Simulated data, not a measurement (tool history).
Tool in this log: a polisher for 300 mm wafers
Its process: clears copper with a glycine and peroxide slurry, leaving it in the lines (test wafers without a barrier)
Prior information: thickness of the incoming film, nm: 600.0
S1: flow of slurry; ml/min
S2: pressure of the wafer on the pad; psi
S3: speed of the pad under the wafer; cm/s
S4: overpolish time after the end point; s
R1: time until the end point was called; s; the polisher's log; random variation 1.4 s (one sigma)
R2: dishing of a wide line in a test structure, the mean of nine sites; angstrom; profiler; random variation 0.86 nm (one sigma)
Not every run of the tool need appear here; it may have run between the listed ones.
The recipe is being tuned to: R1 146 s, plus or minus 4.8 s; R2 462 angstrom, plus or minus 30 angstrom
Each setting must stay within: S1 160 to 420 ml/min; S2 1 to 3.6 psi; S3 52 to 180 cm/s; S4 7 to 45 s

run	hour	S1	S2	S3	S4	R1	R2
1	0	270	2.3	116	23	111.04	523.57
2	8.5	270	2.8	116	23	92.438	564.49
3	13.4	270	2.6	116	23	98.895	541.43
4	14	270	2.4	116	23	106.64	505.61
5	17	270	2.2	116	24	114.38	491.79
6	19.5	270	1.7	116	24	137.8	449.79
7	20.8	270	1.7	116	25	138.3	465.18
8	28.2	265	1.5	116	26	154.14	450.32
9	34.3	270	1.5	116	26	151.28	457.64
10	35.1	270	1.5	116	26	153.69	462.17
# hour 40: worn pad replaced by a new one
11	40	275	1.6	116	25	129.66	490.74
12	41.6	275	1.6	116	25	130.84	477.13
13	49.9	270	1.6	116	25	129.48	483.97
14	50.4	260	1.6	116	25	132.77	487.74
15	58.3	265	1.6	116	25	132.61	470.07
16	60.9	275	1.6	116	25	130.46	471.28
17	67	270	1.6	116	25	131.81	486.14
18	74.4	255	1.6	116	25	131.87	485.37
19	77.8	260	1.6	116	25	131.56	472.7
20	83.5	270	1.6	116	25	132.24	489.75
21	86	260	1.6	116	25	132.16	487.82
22	93.1	265	1.6	116	25	132.62	475.97

5 next moves are on the table. One of them brings every result within its allowed miss. Which?
A	100.2	245	2	104	27	?	?
B	100.2	275	1.7	110	23	?	?
C	100.2	235	1.9	120	20	?	?
D	100.2	280	1.8	88	24	?	?
E	100.2	230	1.9	106	26	?	?

move	R1	R2
A	121.1	527.78
B	129.77	471.1
C	113.07	470.98
D	146.62	463.26
E	124.79	511.09
A: misses by more than the last run did
B: misses by more than the last run did
C: misses by more than the last run did
D: in spec on every target
E: misses by more than the last run did
The right move is D.
